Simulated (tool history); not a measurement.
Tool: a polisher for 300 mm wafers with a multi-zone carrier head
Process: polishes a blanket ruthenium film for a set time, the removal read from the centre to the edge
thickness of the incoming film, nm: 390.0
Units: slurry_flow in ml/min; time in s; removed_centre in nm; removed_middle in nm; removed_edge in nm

{"run": 1, "hour": 0.0, "slurry_flow": 240, "centre_zone": 1.0, "middle_zone": 1.0, "edge_zone": 1.0, "time": 67, "removed_centre": 50.855, "removed_middle": 50.736, "removed_edge": 53.694}
{"run": 2, "hour": 1.8, "slurry_flow": 235, "centre_zone": 0.98, "middle_zone": 0.99, "edge_zone": 1.04, "time": 72, "removed_centre": 54.765, "removed_middle": 54.784, "removed_edge": 57.462}
{"run": 3, "hour": 3.1, "slurry_flow": 280, "centre_zone": 0.98, "middle_zone": 0.99, "edge_zone": 1.04, "time": 72, "removed_centre": 56.242, "removed_middle": 56.079, "removed_edge": 58.682}
{"run": 4, "hour": 6.2, "slurry_flow": 280, "centre_zone": 0.98, "middle_zone": 0.99, "edge_zone": 1.04, "time": 57, "removed_centre": 44.823, "removed_middle": 43.639, "removed_edge": 45.998}
{"run": 5, "hour": 12.2, "slurry_flow": 250, "centre_zone": 0.95, "middle_zone": 0.96, "edge_zone": 1.07, "time": 65, "removed_centre": 47.551, "removed_middle": 47.775, "removed_edge": 53.743}
{"run": 6, "hour": 14.6, "slurry_flow": 250, "centre_zone": 0.95, "middle_zone": 0.96, "edge_zone": 0.99, "time": 65, "removed_centre": 48.383, "removed_middle": 48.519, "removed_edge": 51.697}
{"run": 7, "hour": 21.5, "slurry_flow": 230, "centre_zone": 0.94, "middle_zone": 0.95, "edge_zone": 1.02, "time": 71, "removed_centre": 51.93, "removed_middle": 51.522, "removed_edge": 55.606}

Run 8, settings as shown, results not yet in. Your forecast:
{"hour": 22.9, "done": "worn pad replaced by a new one"}
{"run": 8, "hour": 22.9, "slurry_flow": 300, "centre_zone": 0.84, "middle_zone": 0.89, "edge_zone": 1.12, "time": 89, "removed_centre": "?", "removed_middle": "?", "removed_edge": "?"}

removed_centre: 68.474 nm
removed_middle: 71.364 nm
removed_edge: 84.807 nm

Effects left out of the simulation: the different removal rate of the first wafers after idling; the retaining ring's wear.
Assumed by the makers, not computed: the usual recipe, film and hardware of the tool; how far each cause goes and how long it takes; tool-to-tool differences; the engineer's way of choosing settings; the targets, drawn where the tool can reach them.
